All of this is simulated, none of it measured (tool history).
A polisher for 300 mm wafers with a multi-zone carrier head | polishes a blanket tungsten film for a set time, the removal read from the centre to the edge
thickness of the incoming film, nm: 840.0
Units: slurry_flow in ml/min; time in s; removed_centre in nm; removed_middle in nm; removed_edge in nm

run,hour,slurry_flow,centre_zone,middle_zone,edge_zone,slurry_solids,time,removed_centre,removed_middle,removed_edge
1,0,310,1,1,1,1,78,336.39,335.69,343.75
2,7.9,320,1.02,1.05,1.03,1.15,80,362.95,376.1,363.69
3,10.5,320,1.02,1.05,1.03,0.95,80,344.51,361.72,352.99
4,15.2,320,1.02,1.05,1.03,0.95,67,289.57,300.66,299.39
5,16.2,320,0.98,1.05,1.03,0.95,67,271.52,301.01,297.97
6,18.1,320,0.98,1.05,1.03,0.95,76,314.13,340.71,338.4
7,22.7,325,1,1.07,1.06,1.1,80,352.46,369.7,370.03

The next listed run, before its measurement:
# hour 26.2: slurry nozzle cleaned
8,26.2,330,1.01,1.1,1.07,1.2,83,?,?,?

removed_centre: 394 nm
removed_middle: 423.36 nm
removed_edge: 401.73 nm

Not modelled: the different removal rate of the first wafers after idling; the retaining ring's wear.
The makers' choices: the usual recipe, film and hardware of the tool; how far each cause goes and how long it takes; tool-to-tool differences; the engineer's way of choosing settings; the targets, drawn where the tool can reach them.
